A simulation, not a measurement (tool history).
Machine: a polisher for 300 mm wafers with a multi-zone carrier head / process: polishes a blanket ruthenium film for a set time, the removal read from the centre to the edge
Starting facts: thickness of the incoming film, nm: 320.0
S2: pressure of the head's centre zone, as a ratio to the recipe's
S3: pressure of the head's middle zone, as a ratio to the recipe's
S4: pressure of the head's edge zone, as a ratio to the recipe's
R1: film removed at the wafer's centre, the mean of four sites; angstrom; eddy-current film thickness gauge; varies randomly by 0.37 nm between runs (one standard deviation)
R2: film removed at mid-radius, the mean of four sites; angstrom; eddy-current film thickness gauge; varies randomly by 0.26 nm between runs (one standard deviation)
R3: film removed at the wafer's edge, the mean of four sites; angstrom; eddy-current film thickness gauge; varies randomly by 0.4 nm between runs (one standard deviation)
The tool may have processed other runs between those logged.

run 1 day=0.000 | flow_of_slurry_(ml/min)=235 S2=1.00 S3=1.00 S4=1.00 polishing_time_(s)=55 | R1=653.22 R2=632.93 R3=617.78
run 2 day=0.338 | flow_of_slurry_(ml/min)=225 S2=0.99 S3=0.96 S4=1.01 polishing_time_(s)=50 | R1=586.23 R2=562.37 R3=574.63
run 3 day=0.367 | flow_of_slurry_(ml/min)=270 S2=0.99 S3=0.96 S4=1.01 polishing_time_(s)=50 | R1=600.12 R2=566.28 R3=562.58
run 4 day=0.712 | flow_of_slurry_(ml/min)=260 S2=0.99 S3=0.93 S4=1.02 polishing_time_(s)=45 | R1=533.20 R2=498.31 R3=510.31
run 5 day=0.796 | flow_of_slurry_(ml/min)=290 S2=0.99 S3=0.93 S4=1.02 polishing_time_(s)=45 | R1=540.26 R2=504.01 R3=519.79
run 6 day=1.112 | flow_of_slurry_(ml/min)=290 S2=1.03 S3=0.93 S4=1.02 polishing_time_(s)=45 | R1=565.03 R2=501.51 R3=518.24
run 7 day=1.304 | flow_of_slurry_(ml/min)=285 S2=1.03 S3=0.91 S4=1.04 polishing_time_(s)=42 | R1=517.93 R2=460.65 R3=493.65

What does the tool deliver on the next run?
-- day=1.567 edge zone pressure recalibrated
run 8 day=1.567 | flow_of_slurry_(ml/min)=280 S2=1.03 S3=0.89 S4=1.05 polishing_time_(s)=39 | R1=? R2=? R3=?

For run 8 the tool returned R1 485.14 angstrom, R2 415.00 angstrom, R3 471.71 angstrom.
